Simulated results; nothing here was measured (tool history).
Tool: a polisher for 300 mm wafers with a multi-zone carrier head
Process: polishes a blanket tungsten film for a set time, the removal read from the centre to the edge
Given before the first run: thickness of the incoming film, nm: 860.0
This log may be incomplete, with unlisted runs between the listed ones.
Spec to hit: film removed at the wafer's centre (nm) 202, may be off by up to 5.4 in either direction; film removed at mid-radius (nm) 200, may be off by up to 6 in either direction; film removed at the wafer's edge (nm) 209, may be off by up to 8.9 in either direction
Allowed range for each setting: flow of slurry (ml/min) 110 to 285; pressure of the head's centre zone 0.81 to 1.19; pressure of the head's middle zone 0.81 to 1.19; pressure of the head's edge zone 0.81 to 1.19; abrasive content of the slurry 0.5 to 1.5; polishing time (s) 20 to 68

| run | day | flow of slurry (ml/min) | pressure of the head's centre zone | pressure of the head's middle zone | pressure of the head's edge zone | abrasive content of the slurry | polishing time (s) | film removed at the wafer's centre (nm) | film removed at mid-radius (nm) | film removed at the wafer's edge (nm) |
|---|---|---|---|---|---|---|---|---|---|---|
| 1 | 0 | 180 | 1 | 1 | 1 | 1 | 44 | 348.95 | 361.48 | 343.85 |
| 2 | 0.083 | 180 | 1 | 0.96 | 1 | 1 | 44 | 342.86 | 344.55 | 342 |
| 3 | 0.179 | 170 | 0.98 | 0.92 | 0.95 | 0.85 | 40 | 291.62 | 289.92 | 290.5 |
| 4 | 0.542 | 170 | 0.94 | 0.92 | 0.95 | 0.85 | 40 | 285.65 | 288.15 | 298.93 |
| 5 | 0.617 | 160 | 0.93 | 0.9 | 0.92 | 0.75 | 37 | 246.61 | 256.72 | 258.63 |
| 6 | 0.667 | 160 | 0.93 | 0.9 | 0.92 | 0.75 | 42 | 279.29 | 284.31 | 295.96 |
| 7 | 0.9 | 150 | 0.93 | 0.88 | 0.9 | 0.65 | 39 | 251.98 | 250.47 | 261.52 |
| 8 | 1.154 | 145 | 0.92 | 0.87 | 0.88 | 0.6 | 37 | 229.77 | 233.58 | 242.86 |
| 9 | 1.462 | 140 | 0.92 | 0.86 | 0.86 | 0.55 | 36 | 216.99 | 218.43 | 236.57 |
| 10 | 1.525 | 145 | 0.94 | 0.87 | 0.85 | 0.55 | 34 | 214.13 | 209.75 | 218.79 |
| 11 | 1.683 | 140 | 0.94 | 0.87 | 0.84 | 0.55 | 34 | 208.49 | 206.94 | 219.49 |

Pick the move, out of 4, that brings all results within their allowed miss; only one does.
| A | 1.842 | 175 | 0.97 | 0.93 | 0.83 | 0.6 | 32 | ? | ? | ? |
| B | 1.842 | 150 | 0.96 | 0.93 | 0.81 | 0.5 | 34 | ? | ? | ? |
| C | 1.842 | 145 | 0.94 | 0.88 | 0.88 | 0.6 | 32 | ? | ? | ? |
| D | 1.842 | 210 | 1.04 | 1.04 | 0.81 | 0.5 | 29 | ? | ? | ? |

| move | film removed at the wafer's centre (nm) | film removed at mid-radius (nm) | film removed at the wafer's edge (nm) |
|---|---|---|---|
| A | 218.26 | 219.3 | 211.2 |
| B | 214.96 | 219 | 210.51 |
| C | 203.55 | 202.55 | 210.97 |
| D | 211.41 | 216.63 | 186.59 |
A: further off than the last run
B: further off than the last run
C: every result within its allowed miss
D: further off than the last run
So the answer is move C, the one that meets all the targets.
